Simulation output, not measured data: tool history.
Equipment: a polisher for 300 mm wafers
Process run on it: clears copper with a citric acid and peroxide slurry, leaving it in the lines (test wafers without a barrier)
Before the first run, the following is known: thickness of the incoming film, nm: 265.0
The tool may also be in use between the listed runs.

run,day,flow of slurry (ml/min),pressure of the wafer on the pad (psi),speed of the pad under the wafer (m/s),abrasive content of the slurry,overpolish time after the end point (s),time until the end point was called (s),dishing of a wide line in a test structure (nm)
1,0.000,220,3.2,1.12,1.00,23,91.853,47.633
2,0.046,220,3.2,1.18,1.00,20,89.202,43.411
3,0.333,215,3.2,1.26,1.00,17,83.140,39.493
4,0.525,215,3.2,1.26,1.00,22,88.949,48.306
5,0.850,215,3.2,1.26,1.20,22,81.092,49.856
6,0.875,260,3.2,1.26,1.20,22,83.200,50.786
7,1.142,230,3.2,1.28,1.25,19,79.645,45.269
8,1.250,210,3.2,1.30,1.30,16,80.825,39.451
9,1.308,195,3.2,1.34,1.35,14,79.324,35.496
10,1.546,195,3.2,1.34,1.35,14,77.103,35.128
11,1.812,185,3.3,1.36,1.35,13,74.242,34.042
12,1.842,180,3.4,1.36,1.35,12,73.852,31.906
13,1.900,175,3.5,1.36,1.35,11,71.093,30.702
14,2.129,155,3.8,1.34,1.35,7,68.997,20.390
15,2.467,170,3.8,1.34,1.35,7,68.145,21.087
# day 2.742: slurry blender recalibrated
16,2.742,175,3.7,1.36,1.35,7,62.436,23.021
17,2.888,145,3.5,1.36,1.35,14,67.819,40.211
18,2.946,170,3.6,1.34,1.35,14,64.670,41.242

Expected results for the next run?
19,3.188,170,3.6,1.34,1.35,14,?,?

time until the end point was called (s): 64.546
dishing of a wide line in a test structure (nm): 41.157

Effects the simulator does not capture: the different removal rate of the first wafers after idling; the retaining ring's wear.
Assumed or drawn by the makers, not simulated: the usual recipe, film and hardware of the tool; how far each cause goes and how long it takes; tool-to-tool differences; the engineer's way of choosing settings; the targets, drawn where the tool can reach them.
